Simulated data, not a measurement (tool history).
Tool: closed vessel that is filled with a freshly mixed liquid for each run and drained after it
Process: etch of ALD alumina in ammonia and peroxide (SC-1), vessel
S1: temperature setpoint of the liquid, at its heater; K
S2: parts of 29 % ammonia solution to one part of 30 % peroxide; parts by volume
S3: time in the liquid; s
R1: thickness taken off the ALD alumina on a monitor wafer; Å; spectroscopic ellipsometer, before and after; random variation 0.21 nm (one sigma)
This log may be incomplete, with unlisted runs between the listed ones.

Run 1, hour 0: S1 328.15 K, S2 0.7 parts by volume, S3 360 s. Result: R1 317.21 Å.
Run 2, hour 7.8: S1 328.15 K, S2 0.7 parts by volume, S3 360 s. Result: R1 317.45 Å.
Run 3, hour 11.7: S1 325.15 K, S2 0.7 parts by volume, S3 360 s. Result: R1 269.67 Å.
Run 4, hour 14.5: S1 326.15 K, S2 0.7 parts by volume, S3 360 s. Result: R1 286.17 Å.
Run 5, hour 15.9: S1 320.15 K, S2 0.7 parts by volume, S3 360 s. Result: R1 204.72 Å.
Run 6, hour 19.4: S1 320.15 K, S2 0.45 parts by volume, S3 360 s. Result: R1 197.98 Å.
Run 7, hour 21.5: S1 321.65 K, S2 0.45 parts by volume, S3 360 s. Result: R1 213.27 Å.

Run 8 has not been measured yet. What should we expect?
Run 8, hour 29.8: S1 323.15 K, S2 0.45 parts by volume, S3 360 s. Result: R1 ?.

For run 8 the tool returned R1 234.16 Å.
